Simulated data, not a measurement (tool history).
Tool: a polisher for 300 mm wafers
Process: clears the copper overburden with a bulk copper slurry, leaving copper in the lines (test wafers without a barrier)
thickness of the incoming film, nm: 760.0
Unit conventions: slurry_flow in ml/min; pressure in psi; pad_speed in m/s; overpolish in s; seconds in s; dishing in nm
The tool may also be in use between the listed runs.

run 1 hour=0 | slurry_flow=260 pressure=2.5 pad_speed=1.28 slurry_solids=1 overpolish=14 | seconds=87.704 dishing=63.362
run 2 hour=0.6 | slurry_flow=260 pressure=2 pad_speed=1.28 slurry_solids=1 overpolish=14 | seconds=110.23 dishing=55.942
run 3 hour=3.6 | slurry_flow=225 pressure=2 pad_speed=1.28 slurry_solids=1 overpolish=14 | seconds=107.78 dishing=53.822
run 4 hour=11.7 | slurry_flow=255 pressure=2 pad_speed=1.28 slurry_solids=1 overpolish=14 | seconds=109.88 dishing=55.104
run 5 hour=17.5 | slurry_flow=220 pressure=2 pad_speed=1.28 slurry_solids=1 overpolish=14 | seconds=110.18 dishing=54.02
run 6 hour=22.3 | slurry_flow=225 pressure=2.3 pad_speed=1.28 slurry_solids=1 overpolish=15 | seconds=94.978 dishing=62.313
run 7 hour=27.8 | slurry_flow=225 pressure=2.5 pad_speed=1.28 slurry_solids=1 overpolish=15 | seconds=88.296 dishing=65.313
run 8 hour=30.6 | slurry_flow=225 pressure=2.7 pad_speed=1.28 slurry_solids=1 overpolish=15 | seconds=84.146 dishing=68.498
run 9 hour=36.8 | slurry_flow=225 pressure=2.9 pad_speed=1.28 slurry_solids=1 overpolish=15 | seconds=77.409 dishing=72.045
run 10 hour=45.3 | slurry_flow=225 pressure=3 pad_speed=1.28 slurry_solids=1 overpolish=15 | seconds=73.896 dishing=75.36
run 11 hour=53.1 | slurry_flow=225 pressure=3.1 pad_speed=1.28 slurry_solids=1 overpolish=15 | seconds=72.672 dishing=75.921

Estimate the outcome of run 12 from the log above:
run 12 hour=59.8 | slurry_flow=225 pressure=3.2 pad_speed=1.28 slurry_solids=1 overpolish=15 | seconds=? dishing=?

Logged for run 12: seconds 69.645 s, dishing 76.247 nm.
